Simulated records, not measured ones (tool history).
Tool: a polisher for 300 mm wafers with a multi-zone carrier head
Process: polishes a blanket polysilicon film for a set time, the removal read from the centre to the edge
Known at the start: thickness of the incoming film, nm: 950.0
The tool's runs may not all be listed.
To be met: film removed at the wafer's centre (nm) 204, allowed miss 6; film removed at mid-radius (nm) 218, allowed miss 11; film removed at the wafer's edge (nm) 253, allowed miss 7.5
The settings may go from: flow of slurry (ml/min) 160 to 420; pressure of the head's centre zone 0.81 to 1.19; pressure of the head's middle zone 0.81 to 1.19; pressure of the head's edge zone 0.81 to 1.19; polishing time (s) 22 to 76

| run | hour | flow of slurry (ml/min) | pressure of the head's centre zone | pressure of the head's middle zone | pressure of the head's edge zone | polishing time (s) | film removed at the wafer's centre (nm) | film removed at mid-radius (nm) | film removed at the wafer's edge (nm) |
|---|---|---|---|---|---|---|---|---|---|
| 1 | 0 | 270 | 1 | 1 | 1 | 49 | 296.63 | 313.96 | 317.06 |
| 2 | 4.7 | 265 | 0.97 | 0.97 | 0.99 | 47 | 275.51 | 291.36 | 304.66 |
| 3 | 11.5 | 260 | 0.95 | 0.95 | 0.97 | 46 | 267.09 | 271.12 | 292.87 |
| 4 | 19.8 | 260 | 0.95 | 1.01 | 0.97 | 46 | 268.09 | 286.53 | 290.67 |
| 5 | 22.4 | 260 | 0.98 | 1.01 | 0.97 | 46 | 276.22 | 288.96 | 292.44 |
| 6 | 27.6 | 255 | 0.95 | 0.99 | 0.97 | 45 | 256.81 | 278.51 | 284.86 |
| 7 | 32 | 245 | 0.93 | 0.97 | 0.95 | 45 | 254.51 | 271.21 | 283.56 |
| 8 | 38.4 | 240 | 0.91 | 0.95 | 0.94 | 44 | 243.6 | 264.69 | 276.26 |
| 9 | 46.3 | 240 | 0.9 | 0.93 | 0.94 | 43 | 233.15 | 250.51 | 267.5 |

Which of these 4 next moves meets every target?
| A | 54.2 | 290 | 0.87 | 1 | 0.99 | 39 | ? | ? | ? |
| B | 54.2 | 195 | 1.11 | 0.81 | 0.85 | 42 | ? | ? | ? |
| C | 54.2 | 170 | 0.94 | 0.97 | 1.16 | 38 | ? | ? | ? |
| D | 54.2 | 235 | 1.19 | 1.11 | 0.88 | 40 | ? | ? | ? |

| move | film removed at the wafer's centre (nm) | film removed at mid-radius (nm) | film removed at the wafer's edge (nm) |
|---|---|---|---|
| A | 208.26 | 246.02 | 254.27 |
| B | 270.34 | 212.99 | 248.42 |
| C | 204.37 | 219.86 | 255.77 |
| D | 282.77 | 269.67 | 243.09 |
A: brings the result that was furthest off to its target, and leaves another outside
B: further off than the last run
C: meets every target
D: further off than the last run
The right move is C.

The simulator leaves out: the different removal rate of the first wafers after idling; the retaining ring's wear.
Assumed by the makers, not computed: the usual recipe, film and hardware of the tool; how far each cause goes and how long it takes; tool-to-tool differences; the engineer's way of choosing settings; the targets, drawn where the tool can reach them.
